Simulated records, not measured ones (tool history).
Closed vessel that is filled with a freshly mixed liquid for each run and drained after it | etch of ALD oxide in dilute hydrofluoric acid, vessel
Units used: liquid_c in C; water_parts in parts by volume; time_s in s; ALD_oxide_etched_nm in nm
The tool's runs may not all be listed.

| run | hour | liquid_c | water_parts | time_s | ALD_oxide_etched_nm |
|---|---|---|---|---|---|
| 1 | 0 | 21 | 175 | 100 | 11.623 |
| 2 | 9.3 | 21 | 175 | 105 | 12.139 |
| 3 | 12.6 | 20.5 | 180 | 105 | 11.732 |
| 4 | 14.9 | 20 | 185 | 105 | 10.855 |
| 5 | 22.4 | 20 | 140 | 105 | 15.31 |
| 6 | 31.5 | 19.5 | 150 | 105 | 13.788 |

Expected results for the next run?
| 7 | 32.6 | 19 | 155 | 105 | ? |

ALD_oxide_etched_nm: 13.028 nm

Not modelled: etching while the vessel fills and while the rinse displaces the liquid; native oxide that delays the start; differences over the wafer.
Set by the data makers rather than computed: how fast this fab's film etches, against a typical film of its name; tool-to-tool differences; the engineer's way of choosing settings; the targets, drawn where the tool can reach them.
